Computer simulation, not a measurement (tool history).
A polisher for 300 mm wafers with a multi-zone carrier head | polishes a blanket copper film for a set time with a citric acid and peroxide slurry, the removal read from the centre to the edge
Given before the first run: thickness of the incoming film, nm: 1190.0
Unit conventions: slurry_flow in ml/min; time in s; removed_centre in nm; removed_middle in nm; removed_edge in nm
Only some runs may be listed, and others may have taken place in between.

run	day	slurry_flow	centre_zone	middle_zone	edge_zone	slurry_solids	time	removed_centre	removed_middle	removed_edge
1	0	150	1	1	1	1	35	93.858	88.71	90.457
2	0.217	115	1	1	1	1	35	88.029	84.901	86.955
3	0.55	115	0.94	1	1	1	35	83.287	85.303	87.813
4	0.888	115	0.94	1	1.08	1	35	84.641	84.746	91.399
5	1.038	115	0.94	1	1	1	35	84.779	85.614	86.943
6	1.304	115	0.94	1	1	0.9	35	81.738	84.592	86.254
7	1.579	115	0.96	1.01	0.95	0.8	31	73.843	72.074	72.52

What will run 8 give?
8	1.812	110	0.94	1.04	0.91	0.7	29	?	?	?

removed_centre: 64.409 nm
removed_middle: 68.983 nm
removed_edge: 64.628 nm
